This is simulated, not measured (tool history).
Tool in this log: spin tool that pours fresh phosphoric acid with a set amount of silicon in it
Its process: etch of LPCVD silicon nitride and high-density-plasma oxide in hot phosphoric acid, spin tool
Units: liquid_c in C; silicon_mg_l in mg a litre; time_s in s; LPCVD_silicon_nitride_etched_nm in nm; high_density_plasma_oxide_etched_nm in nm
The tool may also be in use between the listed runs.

run,hour,liquid_c,silicon_mg_l,time_s,LPCVD_silicon_nitride_etched_nm,high_density_plasma_oxide_etched_nm
1,0,163,19,180,18.486,0.4196
2,5.3,162,17,165,16.436,0.40287
3,10.8,161.5,16.5,155,14.952,0.35005
4,12.8,161,15,150,14.566,0.32831
5,15,160.5,13,145,13.442,0.32866
6,19.6,160.5,13,110,10.449,0.25078
7,23.4,160.5,13,110,10.326,0.25311

Run 8 comes next. What will it give?
8,27.1,161,14,110,?,?

Run 8 came out at LPCVD_silicon_nitride_etched_nm 10.593 nm, high_density_plasma_oxide_etched_nm 0.24097 nm.
